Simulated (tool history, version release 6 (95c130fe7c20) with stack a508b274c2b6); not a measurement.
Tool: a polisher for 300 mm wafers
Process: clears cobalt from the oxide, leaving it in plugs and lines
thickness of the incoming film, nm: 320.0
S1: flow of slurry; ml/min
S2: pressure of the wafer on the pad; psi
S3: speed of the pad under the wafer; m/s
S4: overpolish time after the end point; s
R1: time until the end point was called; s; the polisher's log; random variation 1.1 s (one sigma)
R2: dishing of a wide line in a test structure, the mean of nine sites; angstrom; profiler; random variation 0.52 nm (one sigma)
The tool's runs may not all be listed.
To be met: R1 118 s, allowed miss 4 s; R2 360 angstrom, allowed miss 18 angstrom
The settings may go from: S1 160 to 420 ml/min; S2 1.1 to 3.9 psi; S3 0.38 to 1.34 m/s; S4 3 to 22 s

run 1 hour=0 | S1=270 S2=2.5 S3=0.86 S4=11 | R1=66.519 R2=352.07
run 2 hour=6.5 | S1=320 S2=2.5 S3=0.86 S4=11 | R1=65.944 R2=358.51
run 3 hour=12.7 | S1=320 S2=2.8 S3=0.86 S4=11 | R1=58.674 R2=372
run 4 hour=15 | S1=320 S2=2.8 S3=1.08 S4=11 | R1=46.88 R2=418.97
run 5 hour=19.8 | S1=320 S2=2.8 S3=1 S4=11 | R1=51.478 R2=410.23
run 6 hour=22.2 | S1=320 S2=2.3 S3=0.94 S4=13 | R1=66.275 R2=388.02
run 7 hour=29.9 | S1=320 S2=2 S3=0.92 S4=14 | R1=75.444 R2=373.85
run 8 hour=36.3 | S1=320 S2=1.7 S3=0.9 S4=15 | R1=91.167 R2=353.25
run 9 hour=41.6 | S1=320 S2=1.5 S3=0.9 S4=16 | R1=101.54 R2=336.91
run 10 hour=43.4 | S1=310 S2=1.2 S3=0.88 S4=20 | R1=129.19 R2=344.12
run 11 hour=48.9 | S1=325 S2=1.2 S3=0.88 S4=20 | R1=128.01 R2=349.2

Which of these 4 next moves meets every target?
run A hour=54.4 | S1=345 S2=1.1 S3=0.92 S4=22 | R1=? R2=?
run B hour=54.4 | S1=350 S2=1.4 S3=0.72 S4=21 | R1=? R2=?
run C hour=54.4 | S1=315 S2=1.2 S3=0.96 S4=20 | R1=? R2=?
run D hour=54.4 | S1=345 S2=1.1 S3=0.88 S4=21 | R1=? R2=?

move=A R1=132.68 R2=351.61
move=B R1=133.92 R2=340.01
move=C R1=118.11 R2=355.47
move=D R1=138.53 R2=333.12
A: further off than the last run
B: further off than the last run
C: meets every target
D: further off than the last run
The right move is C.

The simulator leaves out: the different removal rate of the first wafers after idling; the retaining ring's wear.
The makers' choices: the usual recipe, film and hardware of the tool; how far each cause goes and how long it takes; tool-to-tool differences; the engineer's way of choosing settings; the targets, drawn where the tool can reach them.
